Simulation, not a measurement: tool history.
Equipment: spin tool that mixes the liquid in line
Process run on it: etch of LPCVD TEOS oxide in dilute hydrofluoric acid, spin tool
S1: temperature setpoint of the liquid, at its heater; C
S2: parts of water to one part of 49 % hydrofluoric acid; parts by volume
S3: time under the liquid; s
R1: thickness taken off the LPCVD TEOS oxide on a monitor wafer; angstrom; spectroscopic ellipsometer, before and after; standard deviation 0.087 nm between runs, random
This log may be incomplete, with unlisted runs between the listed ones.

run	day	S1	S2	S3	R1
1	0.000	23.0	70	60	144.40
2	0.212	26.5	70	60	166.44
3	0.575	23.5	70	60	147.18
4	0.821	23.5	55	60	193.05
5	1.100	25.0	55	60	201.67
6	1.367	24.0	60	60	177.05
7	1.425	23.5	65	60	163.68
8	1.562	23.5	65	60	161.63
9	1.625	23.5	65	60	158.02
10	1.896	23.0	65	60	158.72
11	2.033	22.5	65	60	157.38
12	2.371	22.5	65	60	151.85

For run 13, what comes out?
13	2.462	22.0	65	60	?

Run 13 came out at R1 150.17 angstrom.
